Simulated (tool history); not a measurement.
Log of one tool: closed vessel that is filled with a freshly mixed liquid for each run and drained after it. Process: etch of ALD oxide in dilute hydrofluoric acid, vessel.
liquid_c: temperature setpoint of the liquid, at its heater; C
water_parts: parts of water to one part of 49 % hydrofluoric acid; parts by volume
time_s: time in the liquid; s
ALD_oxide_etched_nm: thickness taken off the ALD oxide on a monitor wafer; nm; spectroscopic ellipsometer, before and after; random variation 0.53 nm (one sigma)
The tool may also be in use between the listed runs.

run  hour  liquid_c  water_parts  time_s  ALD_oxide_etched_nm
  1   0.0      24.0           50     125               78.537
  2   9.3      24.0           50     135               84.730
  3  18.3      26.0           50     135               90.473
  4  22.7      26.0           50     135               91.812
  5  23.8      23.0           50     135               79.969
  6  27.9      23.0           40     135              103.070
  7  33.3      22.5           40     135              100.320
  8  37.6      22.0           40     135               98.218
  9  44.0      18.0           55     135               58.922

The next listed run, before its measurement:
 10  46.4      18.5           55     135                    ?

ALD_oxide_etched_nm: 59.705 nm
